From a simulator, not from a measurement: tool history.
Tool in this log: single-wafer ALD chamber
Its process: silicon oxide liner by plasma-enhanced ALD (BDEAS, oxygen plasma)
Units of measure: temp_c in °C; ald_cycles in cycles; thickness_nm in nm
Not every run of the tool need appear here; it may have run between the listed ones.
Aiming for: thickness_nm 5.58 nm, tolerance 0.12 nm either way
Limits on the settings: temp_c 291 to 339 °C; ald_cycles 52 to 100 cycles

run,hour,temp_c,ald_cycles,thickness_nm
1,0,315,76,7.0037
2,6.1,315,73,6.6746
3,13.6,315,71,6.5493
4,17.7,319,71,6.5204
5,22,310,71,6.5803
6,26,304,71,6.6922
7,32,305,69,6.442
8,35.7,305,67,6.2342
9,40.4,305,66,6.1433
10,47.4,305,65,6.0175
11,55.4,305,64,5.993

5 candidate next runs follow, results not yet known. Just one meets every target within its allowed miss. Identify it.
A,63.4,301,67,?
B,63.4,312,57,?
C,63.4,312,69,?
D,63.4,307,72,?
E,63.4,310,60,?

move,thickness_nm
A,6.2671
B,5.2579
C,6.3648
D,6.684
E,5.5488
A: further off than the last run
B: the result that was furthest off in the last run now lies on the other side of its target
C: further off than the last run
D: further off than the last run
E: all results land within tolerance of their targets
E meets every target.
